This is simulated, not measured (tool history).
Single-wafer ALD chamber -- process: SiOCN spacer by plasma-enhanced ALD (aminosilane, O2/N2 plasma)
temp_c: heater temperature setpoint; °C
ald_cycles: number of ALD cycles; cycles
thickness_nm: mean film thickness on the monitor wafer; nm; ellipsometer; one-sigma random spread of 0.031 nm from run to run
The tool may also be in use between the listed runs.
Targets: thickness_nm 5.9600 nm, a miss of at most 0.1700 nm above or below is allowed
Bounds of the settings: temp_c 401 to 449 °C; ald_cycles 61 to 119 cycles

{"run": 1, "hour": 0.0, "temp_c": 425, "ald_cycles": 90, "thickness_nm": 4.769}
{"run": 2, "hour": 0.8, "temp_c": 425, "ald_cycles": 101, "thickness_nm": 5.3794}
{"run": 3, "hour": 9.3, "temp_c": 424, "ald_cycles": 103, "thickness_nm": 5.4935}
{"run": 4, "hour": 10.1, "temp_c": 423, "ald_cycles": 104, "thickness_nm": 5.5701}
{"run": 5, "hour": 12.4, "temp_c": 423, "ald_cycles": 96, "thickness_nm": 5.135}
{"run": 6, "hour": 17.2, "temp_c": 423, "ald_cycles": 88, "thickness_nm": 4.7306}
{"run": 7, "hour": 18.8, "temp_c": 414, "ald_cycles": 102, "thickness_nm": 5.6819}
{"run": 8, "hour": 22.1, "temp_c": 413, "ald_cycles": 103, "thickness_nm": 5.7392}

Below are 5 possible settings for the next run. Only one of them brings all results inside the allowed miss of their targets. Which is it?
{"run": "A", "hour": 25.4, "temp_c": 415, "ald_cycles": 103, "thickness_nm": "?"}
{"run": "B", "hour": 25.4, "temp_c": 420, "ald_cycles": 101, "thickness_nm": "?"}
{"run": "C", "hour": 25.4, "temp_c": 427, "ald_cycles": 113, "thickness_nm": "?"}
{"run": "D", "hour": 25.4, "temp_c": 416, "ald_cycles": 96, "thickness_nm": "?"}
{"run": "E", "hour": 25.4, "temp_c": 416, "ald_cycles": 101, "thickness_nm": "?"}

move=A thickness_nm=5.7168
move=B thickness_nm=5.5105
move=C thickness_nm=6.0160
move=D thickness_nm=5.3102
move=E thickness_nm=5.5868
A: further off than the last run
B: further off than the last run
C: meets every target
D: further off than the last run
E: further off than the last run
Move C is the one to make.

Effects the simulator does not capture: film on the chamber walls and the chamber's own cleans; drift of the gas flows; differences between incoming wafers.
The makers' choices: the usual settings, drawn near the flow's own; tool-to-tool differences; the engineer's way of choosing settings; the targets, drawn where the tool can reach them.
